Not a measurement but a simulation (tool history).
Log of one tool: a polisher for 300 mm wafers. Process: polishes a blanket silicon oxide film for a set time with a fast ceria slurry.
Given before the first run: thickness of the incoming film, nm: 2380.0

run,hour,flow of slurry (ml/min),pressure of the wafer on the pad (psi),speed of the pad under the wafer (m/s),polishing time (s),film removed (nm)
1,0.0,300,3.3,1.22,46,900.06
2,2.4,300,3.3,1.22,46,877.91
3,3.3,300,3.0,1.22,46,814.49
4,4.4,300,2.7,1.22,46,729.49
5,10.6,355,2.7,1.22,46,747.94
6,18.9,355,2.5,1.22,46,715.58
7,19.6,355,2.3,1.22,46,669.26

For run 8, what comes out?
8,21.6,355,2.2,1.22,46,?

film removed (nm): 650.26
